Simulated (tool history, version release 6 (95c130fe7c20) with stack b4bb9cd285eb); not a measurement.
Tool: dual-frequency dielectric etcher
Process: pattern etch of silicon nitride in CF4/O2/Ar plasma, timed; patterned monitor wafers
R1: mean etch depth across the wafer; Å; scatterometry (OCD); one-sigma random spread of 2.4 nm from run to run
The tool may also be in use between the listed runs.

Run 1, hour 0: source power (W) 610, bias power (W) 65, Ar flow (sccm) 117, CF4 flow (sccm) 84, etch time (s) 358.5. Result: R1 9347.7 Å.
Run 2, hour 1.2: source power (W) 610, bias power (W) 65, Ar flow (sccm) 98, CF4 flow (sccm) 84, etch time (s) 358.5. Result: R1 9568.1 Å.
Run 3, hour 5.6: source power (W) 610, bias power (W) 55, Ar flow (sccm) 98, CF4 flow (sccm) 84, etch time (s) 358.5. Result: R1 9283.7 Å.
Run 4, hour 12.1: source power (W) 610, bias power (W) 55, Ar flow (sccm) 98, CF4 flow (sccm) 84, etch time (s) 375. Result: R1 9678.1 Å.
Run 5, hour 15.1: source power (W) 610, bias power (W) 59, Ar flow (sccm) 98, CF4 flow (sccm) 84, etch time (s) 375. Result: R1 9863.4 Å.
Run 6, hour 19.7: source power (W) 610, bias power (W) 59, Ar flow (sccm) 98, CF4 flow (sccm) 84, etch time (s) 375. Result: R1 9857.4 Å.
Run 7, hour 24: source power (W) 640, bias power (W) 59, Ar flow (sccm) 98, CF4 flow (sccm) 84, etch time (s) 375. Result: R1 10236 Å.

Run 8 comes next. What will it give?
Run 8, hour 29.1: source power (W) 660, bias power (W) 59, Ar flow (sccm) 98, CF4 flow (sccm) 84, etch time (s) 375. Result: R1 ?.

R1: 10513 Å

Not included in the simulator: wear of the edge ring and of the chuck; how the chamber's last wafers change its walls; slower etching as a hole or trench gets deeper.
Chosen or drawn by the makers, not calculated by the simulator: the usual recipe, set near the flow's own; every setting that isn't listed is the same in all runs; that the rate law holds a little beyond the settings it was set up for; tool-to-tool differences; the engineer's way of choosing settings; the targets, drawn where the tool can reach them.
